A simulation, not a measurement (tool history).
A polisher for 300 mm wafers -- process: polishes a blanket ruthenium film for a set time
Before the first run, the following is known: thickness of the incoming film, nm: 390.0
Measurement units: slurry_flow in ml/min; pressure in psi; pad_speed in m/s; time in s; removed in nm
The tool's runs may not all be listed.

| run | day | slurry_flow | pressure | pad_speed | time | removed |
|---|---|---|---|---|---|---|
| 1 | 0 | 315 | 2.1 | 1.12 | 68 | 92.983 |
| 2 | 0.138 | 315 | 2.3 | 1.12 | 68 | 102.03 |
| 3 | 0.296 | 315 | 2.3 | 0.92 | 68 | 85.525 |
| 4 | 0.321 | 260 | 2.3 | 0.92 | 68 | 87.08 |
| 5 | 0.504 | 260 | 2.5 | 0.92 | 68 | 93.827 |
| 6 | 0.554 | 260 | 2.7 | 0.94 | 68 | 101.42 |

Run 7, settings as shown, results not yet in. Your forecast:
| 7 | 0.596 | 260 | 2.7 | 0.94 | 68 | ? |

{"run 7": {"removed": 102.03}}

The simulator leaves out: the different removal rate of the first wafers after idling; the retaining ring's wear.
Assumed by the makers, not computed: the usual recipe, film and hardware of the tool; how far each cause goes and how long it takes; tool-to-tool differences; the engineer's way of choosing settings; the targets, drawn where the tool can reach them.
